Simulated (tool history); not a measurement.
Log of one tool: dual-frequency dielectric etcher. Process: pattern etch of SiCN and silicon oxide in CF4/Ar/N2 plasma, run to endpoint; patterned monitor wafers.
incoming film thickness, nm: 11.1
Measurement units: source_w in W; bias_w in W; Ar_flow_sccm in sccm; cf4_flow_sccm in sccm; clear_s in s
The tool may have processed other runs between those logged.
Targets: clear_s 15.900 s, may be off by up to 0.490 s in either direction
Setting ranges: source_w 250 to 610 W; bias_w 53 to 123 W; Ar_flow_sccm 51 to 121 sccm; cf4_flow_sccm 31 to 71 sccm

run    day  source_w  bias_w  Ar_flow_sccm  cf4_flow_sccm  clear_s
  1  0.000       430      88            86             51   13.033
  2  0.104       430     102            86             51   12.335
  3  0.471       430     102            86             56   12.211
  4  0.796       430     102            92             56   12.237
  5  1.112       430     109            92             56   12.051
  6  1.462       400     108            92             56   12.825
  7  1.558       310     104            93             55   18.100
  8  1.846       320     104            93             55   17.455
  9  2.171       330     104            93             55   16.563

Which one of the following 5 next-run settings gets every result inside its allowed miss? There is exactly one.
  A  2.496       350     104           100             52        ?
  B  2.496       330     100            89             51        ?
  C  2.496       320     108            98             49        ?
  D  2.496       310     120           100             37        ?
  E  2.496       320     101            86             57        ?

move  clear_s
   A   15.567
   B   16.779
   C   17.195
   D   17.845
   E   17.037
A: in spec on every target
B: moves away from the targets compared with the last run
C: moves away from the targets compared with the last run
D: moves away from the targets compared with the last run
E: moves away from the targets compared with the last run
Move A is the one to make.
